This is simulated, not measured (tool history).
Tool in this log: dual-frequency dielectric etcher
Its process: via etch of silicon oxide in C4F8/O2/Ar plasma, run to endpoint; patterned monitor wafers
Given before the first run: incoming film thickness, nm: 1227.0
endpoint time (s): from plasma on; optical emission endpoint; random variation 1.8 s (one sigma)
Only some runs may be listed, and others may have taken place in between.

Run 1, hour 0.0: source power (W) 2450, bias power (W) 2384. Result: endpoint time (s) 196.08.
Run 2, hour 5.2: source power (W) 2820, bias power (W) 2384. Result: endpoint time (s) 186.24.
Run 3, hour 14.1: source power (W) 2820, bias power (W) 2236. Result: endpoint time (s) 185.06.
Run 4, hour 22.4: source power (W) 3160, bias power (W) 2236. Result: endpoint time (s) 176.73.
Run 5, hour 31.2: source power (W) 3000, bias power (W) 2236. Result: endpoint time (s) 180.46.
Run 6, hour 35.4: source power (W) 3000, bias power (W) 2075. Result: endpoint time (s) 188.71.
Run 7, hour 43.6: source power (W) 2700, bias power (W) 2004. Result: endpoint time (s) 196.96.

What does the tool deliver on the next run?
Run 8, hour 49.1: source power (W) 2700, bias power (W) 2004. Result: endpoint time (s) ?.

Run 8 came out at endpoint time (s) 199.33.
